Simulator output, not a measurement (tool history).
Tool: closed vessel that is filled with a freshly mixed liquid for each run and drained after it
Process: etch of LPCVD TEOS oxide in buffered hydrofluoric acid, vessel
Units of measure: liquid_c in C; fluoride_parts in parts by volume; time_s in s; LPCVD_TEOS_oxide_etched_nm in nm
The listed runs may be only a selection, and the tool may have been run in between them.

| run | hour | liquid_c | fluoride_parts | time_s | LPCVD_TEOS_oxide_etched_nm |
|---|---|---|---|---|---|
| 1 | 0 | 24 | 7.5 | 90 | 269.94 |
| 2 | 4.9 | 27 | 7.5 | 90 | 319.91 |
| 3 | 7.2 | 27 | 6 | 90 | 390.25 |
| 4 | 9 | 27 | 7.5 | 90 | 317.09 |
| 5 | 11.5 | 30 | 7.5 | 90 | 375.91 |
| 6 | 20.2 | 29 | 7.5 | 90 | 355.74 |
| 7 | 28.1 | 28 | 7.5 | 90 | 333.73 |

Run 8 is up next; what results do you expect?
| 8 | 36.8 | 24 | 7.5 | 90 | ? |

LPCVD_TEOS_oxide_etched_nm: 269.85 nm
